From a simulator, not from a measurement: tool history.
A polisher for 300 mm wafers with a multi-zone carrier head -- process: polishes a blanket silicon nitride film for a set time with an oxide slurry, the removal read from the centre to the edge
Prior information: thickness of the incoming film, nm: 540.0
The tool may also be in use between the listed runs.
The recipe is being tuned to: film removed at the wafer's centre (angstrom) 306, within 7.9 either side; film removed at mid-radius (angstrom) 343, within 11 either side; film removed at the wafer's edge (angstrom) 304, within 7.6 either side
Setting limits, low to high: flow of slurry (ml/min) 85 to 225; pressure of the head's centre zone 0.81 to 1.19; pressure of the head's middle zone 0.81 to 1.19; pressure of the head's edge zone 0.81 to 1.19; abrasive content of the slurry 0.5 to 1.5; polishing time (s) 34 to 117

run,day,flow of slurry (ml/min),pressure of the head's centre zone,pressure of the head's middle zone,pressure of the head's edge zone,abrasive content of the slurry,polishing time (s),film removed at the wafer's centre (angstrom),film removed at mid-radius (angstrom),film removed at the wafer's edge (angstrom)
1,0,145,1,1,1,1,75,423.48,430.3,456.16
2,0.192,145,1,1,1,1,68,380.89,388.79,409.24
3,0.467,145,1.08,1,1,1,68,408.6,390.32,410.43
4,0.779,130,1.08,1,1,1,68,398.28,382.36,404.42
5,0.908,125,1.06,1.03,0.95,0.85,68,357.92,357.98,361.33
6,0.988,125,1.06,1.06,0.95,0.85,68,362.28,369.07,368.65
# day 1.321: edge zone pressure recalibrated
7,1.321,125,1.05,1.09,0.9,0.75,68,338.15,356.62,318.92
8,1.521,115,1.03,1.09,0.89,0.75,68,323.94,342.6,313.02
9,1.888,110,1.02,1.11,0.89,0.75,68,319.38,346.01,305.89

Next run, 5 choices. One meets every target within its allowed miss, the rest don't. Which?
A,2.254,100,1.07,1.09,0.85,0.8,68,?,?,?
B,2.254,95,1,1.08,0.88,0.75,75,?,?,?
C,2.254,100,1,1.15,0.85,0.75,66,?,?,?
D,2.254,85,1.04,1.14,0.89,0.8,68,?,?,?
E,2.254,120,1.07,1.14,0.82,0.75,67,?,?,?

move,film removed at the wafer's centre (angstrom),film removed at mid-radius (angstrom),film removed at the wafer's edge (angstrom)
A,330.61,344.68,304.31
B,324.63,360.43,327.14
C,290.41,339.16,285.81
D,304.75,342.03,301.11
E,332.11,357.17,294.51
A: misses by more than the last run did
B: misses by more than the last run did
C: the result that was furthest off in the last run now lies on the other side of its target
D: every result within its allowed miss
E: misses by more than the last run did
Move D is the one to make.
